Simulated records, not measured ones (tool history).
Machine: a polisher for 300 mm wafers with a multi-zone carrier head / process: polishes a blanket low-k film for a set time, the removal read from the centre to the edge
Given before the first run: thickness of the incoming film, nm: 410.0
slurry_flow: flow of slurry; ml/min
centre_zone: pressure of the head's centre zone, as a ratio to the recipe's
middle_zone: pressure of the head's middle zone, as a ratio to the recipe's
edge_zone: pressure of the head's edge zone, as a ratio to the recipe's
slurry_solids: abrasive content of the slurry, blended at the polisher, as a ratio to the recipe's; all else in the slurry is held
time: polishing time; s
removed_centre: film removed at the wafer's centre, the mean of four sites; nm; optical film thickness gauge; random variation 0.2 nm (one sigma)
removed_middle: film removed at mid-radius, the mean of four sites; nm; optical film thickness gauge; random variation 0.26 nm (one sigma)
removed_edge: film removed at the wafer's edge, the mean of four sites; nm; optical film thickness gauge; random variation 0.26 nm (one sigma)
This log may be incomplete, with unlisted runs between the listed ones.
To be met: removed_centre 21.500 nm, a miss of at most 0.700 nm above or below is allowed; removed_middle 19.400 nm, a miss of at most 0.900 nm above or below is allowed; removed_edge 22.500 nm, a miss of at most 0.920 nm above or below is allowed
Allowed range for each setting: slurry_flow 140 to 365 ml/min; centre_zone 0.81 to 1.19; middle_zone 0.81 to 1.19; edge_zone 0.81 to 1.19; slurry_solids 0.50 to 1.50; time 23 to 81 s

run,hour,slurry_flow,centre_zone,middle_zone,edge_zone,slurry_solids,time,removed_centre,removed_middle,removed_edge
1,0.0,235,1.00,1.00,1.00,1.00,52,16.237,16.017,16.250
2,3.7,235,1.00,1.00,0.92,1.00,52,16.249,16.195,15.647
3,7.6,235,0.94,1.00,0.92,1.00,52,14.955,15.698,15.585
4,8.4,235,0.95,0.99,0.95,1.10,52,15.914,16.924,16.733
5,16.3,235,0.97,0.96,0.98,1.15,52,16.418,16.431,17.240
6,18.4,235,0.93,0.96,0.98,1.15,52,15.957,16.469,17.006
7,25.4,235,0.95,0.95,1.01,1.20,52,16.608,16.845,17.437
8,28.9,230,0.95,0.93,1.03,1.25,53,16.812,16.942,18.557
9,35.3,230,0.97,0.93,1.04,1.30,53,17.580,17.150,18.776
10,39.7,235,0.98,0.93,1.06,1.35,54,18.588,18.030,19.397
11,47.3,225,0.98,0.83,1.12,1.50,59,20.856,18.326,22.824
12,53.7,225,0.98,0.83,1.12,1.50,59,20.706,18.676,23.022

Which one of the following 5 next-run settings gets every result inside its allowed miss? There is exactly one.
A,60.1,235,0.93,0.87,1.12,1.50,58,?,?,?
B,60.1,225,0.85,0.85,1.15,1.50,63,?,?,?
C,60.1,215,1.04,0.92,1.16,1.50,57,?,?,?
D,60.1,210,0.95,0.86,1.15,1.45,60,?,?,?
E,60.1,230,0.97,0.81,1.13,1.50,57,?,?,?

move,removed_centre,removed_middle,removed_edge
A,19.733,18.830,22.307
B,19.494,20.043,24.501
C,21.535,19.134,22.185
D,20.406,18.916,22.969
E,20.186,17.531,22.009
A: lands further from the targets than the last run did
B: lands further from the targets than the last run did
C: meets every target
D: lands further from the targets than the last run did
E: lands further from the targets than the last run did
The move that meets every target is C.

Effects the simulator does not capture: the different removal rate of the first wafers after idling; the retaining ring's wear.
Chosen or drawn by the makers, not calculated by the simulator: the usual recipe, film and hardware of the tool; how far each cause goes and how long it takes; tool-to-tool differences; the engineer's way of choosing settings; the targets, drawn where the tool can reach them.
